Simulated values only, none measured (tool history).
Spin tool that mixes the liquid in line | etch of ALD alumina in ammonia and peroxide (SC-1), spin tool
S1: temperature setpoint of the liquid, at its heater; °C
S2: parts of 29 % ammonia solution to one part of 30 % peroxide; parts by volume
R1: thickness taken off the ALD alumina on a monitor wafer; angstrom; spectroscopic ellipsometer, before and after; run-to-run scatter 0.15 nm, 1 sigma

Run 1, hour 0.0: S1 58.0 °C, S2 0.55 parts by volume, time under the liquid (s) 290. Result: R1 197.88 angstrom.
Run 2, hour 1.9: S1 57.0 °C, S2 0.55 parts by volume, time under the liquid (s) 290. Result: R1 185.92 angstrom.
Run 3, hour 3.8: S1 63.5 °C, S2 0.55 parts by volume, time under the liquid (s) 290. Result: R1 254.75 angstrom.
Run 4, hour 10.4: S1 61.5 °C, S2 0.55 parts by volume, time under the liquid (s) 290. Result: R1 234.86 angstrom.
Run 5, hour 17.3: S1 60.0 °C, S2 0.55 parts by volume, time under the liquid (s) 290. Result: R1 218.80 angstrom.
Run 6, hour 25.1: S1 58.5 °C, S2 0.55 parts by volume, time under the liquid (s) 290. Result: R1 200.55 angstrom.
Run 7, hour 31.4: S1 57.5 °C, S2 0.55 parts by volume, time under the liquid (s) 290. Result: R1 193.11 angstrom.
Run 8, hour 32.5: S1 56.5 °C, S2 0.55 parts by volume, time under the liquid (s) 290. Result: R1 183.03 angstrom.
Run 9, hour 40.1: S1 56.0 °C, S2 0.55 parts by volume, time under the liquid (s) 290. Result: R1 178.36 angstrom.
Run 10, hour 40.9: S1 55.5 °C, S2 0.55 parts by volume, time under the liquid (s) 290. Result: R1 173.40 angstrom.
Run 11, hour 47.5: S1 55.0 °C, S2 0.55 parts by volume, time under the liquid (s) 290. Result: R1 167.84 angstrom.

Run 12, settings as shown, results not yet in. Your forecast:
Run 12, hour 51.7: S1 54.5 °C, S2 0.55 parts by volume, time under the liquid (s) 290. Result: R1 ?.

Run 12 came out at R1 164.80 angstrom.
